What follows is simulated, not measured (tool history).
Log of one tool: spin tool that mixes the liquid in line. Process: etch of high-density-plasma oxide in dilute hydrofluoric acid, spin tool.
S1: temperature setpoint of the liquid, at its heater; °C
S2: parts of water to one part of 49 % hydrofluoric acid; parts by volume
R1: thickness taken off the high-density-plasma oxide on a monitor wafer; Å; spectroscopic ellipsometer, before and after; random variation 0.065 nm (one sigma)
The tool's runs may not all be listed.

{"run": 1, "day": 0.0, "S1": 25, "S2": 135, "time under the liquid (s)": 290, "R1": 102.04}
{"run": 2, "day": 0.138, "S1": 25, "S2": 105, "time under the liquid (s)": 290, "R1": 136.58}
{"run": 3, "day": 0.246, "S1": 25, "S2": 130, "time under the liquid (s)": 290, "R1": 106.92}
{"run": 4, "day": 0.367, "S1": 23.5, "S2": 130, "time under the liquid (s)": 290, "R1": 99.958}
{"run": 5, "day": 0.512, "S1": 23.5, "S2": 130, "time under the liquid (s)": 290, "R1": 98.866}
{"run": 6, "day": 0.567, "S1": 23.5, "S2": 130, "time under the liquid (s)": 310, "R1": 107.63}

Run 7 comes next. What will it give?
{"run": 7, "day": 0.846, "S1": 22.5, "S2": 130, "time under the liquid (s)": 310, "R1": "?"}

{"run 7": {"R1": 102.38}}
